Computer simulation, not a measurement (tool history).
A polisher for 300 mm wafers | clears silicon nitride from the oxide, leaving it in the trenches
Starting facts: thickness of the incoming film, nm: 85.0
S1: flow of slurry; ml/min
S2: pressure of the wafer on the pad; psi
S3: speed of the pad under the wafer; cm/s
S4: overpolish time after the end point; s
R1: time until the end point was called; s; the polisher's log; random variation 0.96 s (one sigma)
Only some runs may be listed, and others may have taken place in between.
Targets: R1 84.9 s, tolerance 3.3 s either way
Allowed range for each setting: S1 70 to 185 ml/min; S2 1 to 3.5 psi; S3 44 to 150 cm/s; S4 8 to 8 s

{"run": 1, "hour": 0.0, "S1": 120, "S2": 2.2, "S3": 96, "S4": 8, "R1": 126.94}
{"run": 2, "hour": 4.9, "S1": 120, "S2": 2.2, "S3": 96, "S4": 8, "R1": 128.16}
{"run": 3, "hour": 10.5, "S1": 120, "S2": 1.9, "S3": 96, "S4": 8, "R1": 143.63}
{"run": 4, "hour": 18.4, "S1": 105, "S2": 1.9, "S3": 96, "S4": 8, "R1": 148.81}
{"run": 5, "hour": 27.3, "S1": 105, "S2": 1.9, "S3": 120, "S4": 8, "R1": 126.06}
{"run": 6, "hour": 34.5, "S1": 115, "S2": 2.1, "S3": 120, "S4": 8, "R1": 113.66}
{"run": 7, "hour": 35.8, "S1": 115, "S2": 2.1, "S3": 120, "S4": 8, "R1": 112.75}
{"run": 8, "hour": 36.9, "S1": 115, "S2": 2.1, "S3": 120, "S4": 8, "R1": 111.78}
{"run": 9, "hour": 40.9, "S1": 125, "S2": 2.2, "S3": 120, "S4": 8, "R1": 108.08}
{"run": 10, "hour": 49.8, "S1": 125, "S2": 2.4, "S3": 120, "S4": 8, "R1": 97.112}
{"run": 11, "hour": 56.5, "S1": 130, "S2": 2.5, "S3": 120, "S4": 8, "R1": 94.249}
{"run": 12, "hour": 62.5, "S1": 130, "S2": 2.6, "S3": 120, "S4": 8, "R1": 90.339}

Which of these 4 next moves meets every target?
{"run": "A", "hour": 68.5, "S1": 100, "S2": 2.3, "S3": 130, "S4": 8, "R1": "?"}
{"run": "B", "hour": 68.5, "S1": 125, "S2": 2.6, "S3": 128, "S4": 8, "R1": "?"}
{"run": "C", "hour": 68.5, "S1": 105, "S2": 2.4, "S3": 126, "S4": 8, "R1": "?"}
{"run": "D", "hour": 68.5, "S1": 105, "S2": 2.6, "S3": 112, "S4": 8, "R1": "?"}

move=A R1=98.02
move=B R1=84.841
move=C R1=95.745
move=D R1=98.002
A: misses by more than the last run did
B: all results land within tolerance of their targets
C: misses by more than the last run did
D: misses by more than the last run did
B is the move that brings every result within its allowed miss.
